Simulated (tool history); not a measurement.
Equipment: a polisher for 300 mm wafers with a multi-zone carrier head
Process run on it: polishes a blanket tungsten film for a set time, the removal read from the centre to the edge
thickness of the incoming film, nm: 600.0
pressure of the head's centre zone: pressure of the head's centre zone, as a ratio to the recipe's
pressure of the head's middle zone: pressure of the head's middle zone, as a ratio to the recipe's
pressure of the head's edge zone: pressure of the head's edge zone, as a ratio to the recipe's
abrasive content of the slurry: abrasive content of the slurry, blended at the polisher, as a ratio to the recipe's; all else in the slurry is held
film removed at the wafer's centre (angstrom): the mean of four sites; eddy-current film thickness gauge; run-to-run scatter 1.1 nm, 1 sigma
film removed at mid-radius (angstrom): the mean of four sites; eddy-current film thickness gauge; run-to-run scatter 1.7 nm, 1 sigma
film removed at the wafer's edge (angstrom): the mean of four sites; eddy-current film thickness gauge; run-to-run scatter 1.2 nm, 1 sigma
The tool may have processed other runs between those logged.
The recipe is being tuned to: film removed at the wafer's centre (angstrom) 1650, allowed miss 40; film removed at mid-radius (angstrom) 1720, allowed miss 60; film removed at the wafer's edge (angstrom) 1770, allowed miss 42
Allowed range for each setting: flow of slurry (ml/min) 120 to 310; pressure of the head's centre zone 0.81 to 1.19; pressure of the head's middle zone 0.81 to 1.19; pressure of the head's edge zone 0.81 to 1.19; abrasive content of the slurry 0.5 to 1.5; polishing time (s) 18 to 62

run	hour	flow of slurry (ml/min)	pressure of the head's centre zone	pressure of the head's middle zone	pressure of the head's edge zone	abrasive content of the slurry	polishing time (s)	film removed at the wafer's centre (angstrom)	film removed at mid-radius (angstrom)	film removed at the wafer's edge (angstrom)
1	0	200	1	1	1	1	40	2219.6	2166.8	2162.8
2	3.9	200	1	1	1	1.2	40	2337.2	2237.3	2290.5
3	7.6	190	0.97	0.97	0.97	1.1	40	2193.1	2170	2185.6
4	14.4	185	0.95	0.94	0.96	1	40	2069.3	2039.6	2088.3
5	22.7	175	0.93	0.92	0.94	0.95	40	1979.1	1944.8	2047.6
6	24.2	175	0.93	0.87	0.94	0.95	40	1982.4	1884.4	2061.7
7	29.2	170	0.91	0.87	0.92	0.9	40	1906.6	1841.7	1960.5
8	33.7	165	0.89	0.87	0.9	0.9	40	1846.5	1820.2	1963.3
9	36.5	155	0.87	0.92	0.83	0.65	39	1577.9	1674.2	1675.2
10	38.6	160	0.87	0.92	0.84	0.65	39	1607.7	1704.2	1709.7
11	40.6	165	0.87	0.92	0.85	0.65	39	1621	1680.2	1709.6

Which one of the following 4 next-run settings gets every result inside its allowed miss? There is exactly one.
A	42.6	165	0.86	0.9	0.85	0.8	38	?	?	?
B	42.6	135	0.81	1	0.81	0.75	41	?	?	?
C	42.6	160	0.83	0.81	0.96	0.65	40	?	?	?
D	42.6	150	0.87	0.95	0.84	0.65	44	?	?	?

move	film removed at the wafer's centre (angstrom)	film removed at mid-radius (angstrom)	film removed at the wafer's edge (angstrom)
A	1635.2	1694	1772.3
B	1551.7	1875.9	1781
C	1559.6	1537.9	1855.1
D	1772.5	1903	1903.2
A: in spec on every target
B: gets the furthest-off result to its target, but another result is out of tolerance
C: moves the result that the last run missed by most past its target, out the other side
D: moves the result that the last run missed by most past its target, out the other side
A meets every target.
